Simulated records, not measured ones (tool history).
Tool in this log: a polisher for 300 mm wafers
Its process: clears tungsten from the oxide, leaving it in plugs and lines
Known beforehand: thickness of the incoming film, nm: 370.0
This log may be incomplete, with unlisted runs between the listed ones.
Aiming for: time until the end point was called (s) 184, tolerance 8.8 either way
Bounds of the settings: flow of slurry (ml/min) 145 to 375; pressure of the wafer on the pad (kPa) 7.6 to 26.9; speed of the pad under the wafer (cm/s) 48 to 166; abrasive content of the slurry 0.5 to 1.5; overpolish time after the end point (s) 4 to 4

| run | hour | flow of slurry (ml/min) | pressure of the wafer on the pad (kPa) | speed of the pad under the wafer (cm/s) | abrasive content of the slurry | overpolish time after the end point (s) | time until the end point was called (s) |
|---|---|---|---|---|---|---|---|
| 1 | 0 | 240 | 17.2 | 106 | 1 | 4 | 133.25 |
| 2 | 3.5 | 240 | 17.2 | 106 | 1.1 | 4 | 127.54 |
| 3 | 12.4 | 240 | 18.6 | 106 | 1.1 | 4 | 116.42 |
| 4 | 19 | 240 | 18.6 | 84 | 1.1 | 4 | 146.81 |
|  | 26.8 | worn pad replaced by a new one |
| 5 | 26.8 | 240 | 17.9 | 84 | 1.1 | 4 | 141.51 |
| 6 | 34.6 | 240 | 17.9 | 84 | 1.1 | 4 | 138.38 |
| 7 | 41.9 | 240 | 17.2 | 82 | 1.1 | 4 | 147.99 |
| 8 | 49.2 | 240 | 16.5 | 82 | 1.1 | 4 | 157.9 |
| 9 | 51.2 | 240 | 15.9 | 82 | 1.1 | 4 | 161.45 |
| 10 | 58.8 | 240 | 15.2 | 82 | 1.1 | 4 | 168.75 |

5 next moves are on the table. One of them brings every result within its allowed miss. Which?
| A | 66.4 | 260 | 13.8 | 92 | 1.15 | 4 | ? |
| B | 66.4 | 290 | 19.3 | 78 | 0.9 | 4 | ? |
| C | 66.4 | 250 | 9.7 | 110 | 1.25 | 4 | ? |
| D | 66.4 | 200 | 13.1 | 76 | 1.05 | 4 | ? |
| E | 66.4 | 255 | 14.5 | 70 | 1.05 | 4 | ? |

| move | time until the end point was called (s) |
|---|---|
| A | 164.21 |
| B | 150.07 |
| C | 189.5 |
| D | 218.32 |
| E | 210.38 |
A: the biggest miss grows against the last run
B: the biggest miss grows against the last run
C: in spec on every target
D: takes the biggest miss from the last run beyond its target
E: takes the biggest miss from the last run beyond its target
The move that meets every target is C.
